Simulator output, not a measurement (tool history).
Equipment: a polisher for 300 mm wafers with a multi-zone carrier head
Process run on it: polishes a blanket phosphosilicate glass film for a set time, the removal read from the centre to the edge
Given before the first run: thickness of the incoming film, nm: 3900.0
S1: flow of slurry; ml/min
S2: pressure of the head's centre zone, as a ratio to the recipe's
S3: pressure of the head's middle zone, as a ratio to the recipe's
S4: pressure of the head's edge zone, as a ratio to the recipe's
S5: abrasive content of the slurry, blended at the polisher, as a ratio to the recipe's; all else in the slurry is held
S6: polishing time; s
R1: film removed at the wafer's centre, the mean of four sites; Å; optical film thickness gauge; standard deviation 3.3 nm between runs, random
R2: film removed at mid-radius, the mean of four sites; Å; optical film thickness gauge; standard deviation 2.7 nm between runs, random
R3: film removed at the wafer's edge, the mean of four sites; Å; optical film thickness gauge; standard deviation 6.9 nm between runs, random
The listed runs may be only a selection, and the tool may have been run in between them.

run 1 hour=0.0 | S1=320 S2=1.00 S3=1.00 S4=1.00 S5=1.00 S6=64 | R1=7757.2 R2=7766.5 R3=7767.8
run 2 hour=5.6 | S1=315 S2=0.98 S3=0.99 S4=0.99 S5=0.95 S6=63 | R1=7211.0 R2=7444.2 R3=7559.8
run 3 hour=13.3 | S1=315 S2=1.05 S3=0.99 S4=0.99 S5=0.95 S6=63 | R1=7760.6 R2=7329.5 R3=7620.6
run 4 hour=18.0 | S1=315 S2=1.05 S3=0.99 S4=0.99 S5=0.95 S6=49 | R1=5989.2 R2=5771.6 R3=5921.5
run 5 hour=20.6 | S1=315 S2=1.02 S3=0.99 S4=0.99 S5=0.95 S6=49 | R1=5924.0 R2=5795.9 R3=5979.6
run 6 hour=24.4 | S1=315 S2=1.00 S3=0.98 S4=0.98 S5=0.90 S6=49 | R1=5607.5 R2=5549.6 R3=5804.1
run 7 hour=32.6 | S1=315 S2=1.00 S3=0.98 S4=0.98 S5=0.90 S6=49 | R1=5588.3 R2=5530.4 R3=5732.1
run 8 hour=38.4 | S1=310 S2=0.98 S3=0.97 S4=0.97 S5=0.90 S6=49 | R1=5393.9 R2=5508.5 R3=5796.2
run 9 hour=42.4 | S1=315 S2=0.97 S3=0.96 S4=0.96 S5=0.85 S6=49 | R1=5258.6 R2=5310.2 R3=5470.4
run 10 hour=46.3 | S1=310 S2=0.95 S3=0.95 S4=0.96 S5=0.85 S6=49 | R1=5193.9 R2=5221.0 R3=5432.3
run 11 hour=48.0 | S1=305 S2=0.94 S3=0.94 S4=0.97 S5=0.85 S6=49 | R1=5110.7 R2=5194.4 R3=5587.4
run 12 hour=49.9 | S1=305 S2=0.84 S3=0.84 S4=0.87 S5=0.60 S6=48 | R1=3653.3 R2=3831.7 R3=4210.9
run 13 hour=54.7 | S1=310 S2=0.84 S3=0.85 S4=0.89 S5=0.60 S6=48 | R1=3619.1 R2=3867.9 R3=4293.4
run 14 hour=59.5 | S1=310 S2=0.85 S3=0.86 S4=0.90 S5=0.60 S6=48 | R1=3682.4 R2=3900.6 R3=4338.5
run 15 hour=63.7 | S1=310 S2=0.86 S3=0.87 S4=0.91 S5=0.60 S6=48 | R1=3778.5 R2=3953.4 R3=4350.2
run 16 hour=68.2 | S1=310 S2=0.86 S3=0.88 S4=0.92 S5=0.60 S6=48 | R1=3773.8 R2=3910.8 R3=4345.8

For run 17, what comes out?
run 17 hour=69.2 | S1=310 S2=0.86 S3=0.89 S4=0.93 S5=0.60 S6=48 | R1=? R2=? R3=?

{"run 17": {"R1": 3727.8, "R2": 4054.1, "R3": 4297.0}}

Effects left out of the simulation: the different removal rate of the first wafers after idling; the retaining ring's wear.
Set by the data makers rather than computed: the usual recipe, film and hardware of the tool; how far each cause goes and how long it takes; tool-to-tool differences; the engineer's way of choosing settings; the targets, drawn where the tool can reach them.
